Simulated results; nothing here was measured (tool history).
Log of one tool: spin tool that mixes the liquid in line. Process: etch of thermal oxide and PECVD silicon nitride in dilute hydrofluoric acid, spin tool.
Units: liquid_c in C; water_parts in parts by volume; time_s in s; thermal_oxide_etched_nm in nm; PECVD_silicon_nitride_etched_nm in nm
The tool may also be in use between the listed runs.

run,hour,liquid_c,water_parts,time_s,thermal_oxide_etched_nm,PECVD_silicon_nitride_etched_nm
1,0,25,55,165,15.65,13.914
2,4.3,23.5,55,165,14.654,12.643
3,7.7,23.5,65,165,12.04,10.72
4,10.8,23.5,55,165,14.747,12.721
5,15.9,23.5,45,165,18.126,15.446
# hour 23.7: thermometer replaced
6,23.7,23,40,165,19.227,15.696
7,28.6,23,35,170,22.517,18.35

Run 8 comes next. What will it give?
8,31.7,22.5,30,170,?,?

thermal_oxide_etched_nm: 26.328 nm
PECVD_silicon_nitride_etched_nm: 20.503 nm
